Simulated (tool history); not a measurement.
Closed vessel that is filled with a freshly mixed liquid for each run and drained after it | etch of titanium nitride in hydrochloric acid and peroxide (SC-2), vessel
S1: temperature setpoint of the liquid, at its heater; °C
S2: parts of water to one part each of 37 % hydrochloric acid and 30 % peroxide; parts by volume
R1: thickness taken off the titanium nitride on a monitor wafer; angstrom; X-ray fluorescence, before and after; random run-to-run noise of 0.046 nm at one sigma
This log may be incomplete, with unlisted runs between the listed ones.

run 1 day=0 | S1=64 S2=5.5 time_in_the_liquid_(s)=90 | R1=60.39
run 2 day=0.317 | S1=60 S2=5.5 time_in_the_liquid_(s)=90 | R1=46.481
run 3 day=0.467 | S1=60.5 S2=5.5 time_in_the_liquid_(s)=90 | R1=47.072
run 4 day=0.833 | S1=61 S2=5.5 time_in_the_liquid_(s)=90 | R1=49.226
run 5 day=1.046 | S1=61 S2=5.5 time_in_the_liquid_(s)=90 | R1=49.264
run 6 day=1.158 | S1=56 S2=5.5 time_in_the_liquid_(s)=90 | R1=36.026

Run 7, settings as shown, results not yet in. Your forecast:
run 7 day=1.412 | S1=57.5 S2=5.5 time_in_the_liquid_(s)=90 | R1=?

{"run 7": {"R1": 39.302}}
